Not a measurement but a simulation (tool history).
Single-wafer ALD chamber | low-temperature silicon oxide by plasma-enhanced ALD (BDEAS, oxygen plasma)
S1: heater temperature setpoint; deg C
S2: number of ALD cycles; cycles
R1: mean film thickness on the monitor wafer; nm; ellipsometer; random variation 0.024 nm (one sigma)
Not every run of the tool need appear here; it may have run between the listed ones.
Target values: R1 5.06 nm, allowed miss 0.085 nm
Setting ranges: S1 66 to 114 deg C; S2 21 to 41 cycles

{"run": 1, "hour": 0.0, "S1": 90, "S2": 31, "R1": 4.2355}
{"run": 2, "hour": 2.7, "S1": 86, "S2": 32, "R1": 4.4204}
{"run": 3, "hour": 6.6, "S1": 76, "S2": 32, "R1": 4.5597}
{"run": 4, "hour": 14.4, "S1": 82, "S2": 32, "R1": 4.4308}
{"run": 5, "hour": 16.1, "S1": 82, "S2": 35, "R1": 4.8989}
{"run": 6, "hour": 24.5, "S1": 82, "S2": 33, "R1": 4.6192}
{"run": 7, "hour": 27.2, "S1": 80, "S2": 33, "R1": 4.6694}
{"run": 8, "hour": 33.5, "S1": 78, "S2": 33, "R1": 4.6624}
{"run": 9, "hour": 39.3, "S1": 76, "S2": 33, "R1": 4.6957}
{"run": 10, "hour": 44.0, "S1": 75, "S2": 33, "R1": 4.7431}
{"run": 11, "hour": 49.6, "S1": 74, "S2": 33, "R1": 4.7221}
{"run": 12, "hour": 58.4, "S1": 73, "S2": 33, "R1": 4.7201}
{"run": 13, "hour": 66.5, "S1": 72, "S2": 33, "R1": 4.7462}
{"run": 14, "hour": 69.0, "S1": 71, "S2": 33, "R1": 4.763}
{"run": 15, "hour": 76.9, "S1": 70, "S2": 33, "R1": 4.7698}
{"hour": 79.5, "done": "thermocouple changed; heater temperature recalibrated"}
{"run": 16, "hour": 79.5, "S1": 69, "S2": 33, "R1": 4.8537}
{"run": 17, "hour": 88.0, "S1": 68, "S2": 33, "R1": 4.9133}
{"run": 18, "hour": 91.2, "S1": 67, "S2": 33, "R1": 4.8926}

Exactly one of the 4 candidate moves below puts every result within its allowed miss. Which one?
{"run": "A", "hour": 94.4, "S1": 66, "S2": 34, "R1": "?"}
{"run": "B", "hour": 94.4, "S1": 69, "S2": 32, "R1": "?"}
{"run": "C", "hour": 94.4, "S1": 74, "S2": 34, "R1": "?"}
{"run": "D", "hour": 94.4, "S1": 71, "S2": 33, "R1": "?"}

move=A R1=5.0457
move=B R1=4.7082
move=C R1=4.9304
move=D R1=4.8273
A: meets every target
B: the biggest miss grows against the last run
C: gains on the last run, yet a result remains outside its allowed miss
D: the biggest miss grows against the last run
So the answer is move A, the one that meets all the targets.
